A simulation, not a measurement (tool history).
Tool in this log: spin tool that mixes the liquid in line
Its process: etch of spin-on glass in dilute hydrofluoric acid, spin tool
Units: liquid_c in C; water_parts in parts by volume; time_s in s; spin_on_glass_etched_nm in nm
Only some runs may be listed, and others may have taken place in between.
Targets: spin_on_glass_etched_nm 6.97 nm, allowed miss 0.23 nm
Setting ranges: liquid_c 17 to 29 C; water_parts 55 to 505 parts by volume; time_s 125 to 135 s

run	hour	liquid_c	water_parts	time_s	spin_on_glass_etched_nm
1	0	21	280	125	11.197
2	3.5	21	210	125	15.951
3	8	17.5	210	125	14
4	12.5	19.5	210	125	14.774
5	18.8	17	210	125	13.673
6	25.9	17	210	135	14.745
7	26.4	17	260	135	11.523
8	31.9	17	290	135	10.075

5 next moves are on the table. One of them brings every result within its allowed miss. Which?
A	37.4	17	335	125	?
B	37.4	17	360	125	?
C	37.4	17	390	125	?
D	37.4	17.5	205	135	?
E	37.4	18	255	135	?

move	spin_on_glass_etched_nm
A	7.8156
B	7.1279
C	6.4256
D	15.73
E	12.325
A: better than the last run, though not everything is in spec
B: all results in spec
C: the result that was furthest off in the last run now lies on the other side of its target
D: its largest miss is bigger than the last run's
E: its largest miss is bigger than the last run's
So the answer is move B, the one that meets all the targets.

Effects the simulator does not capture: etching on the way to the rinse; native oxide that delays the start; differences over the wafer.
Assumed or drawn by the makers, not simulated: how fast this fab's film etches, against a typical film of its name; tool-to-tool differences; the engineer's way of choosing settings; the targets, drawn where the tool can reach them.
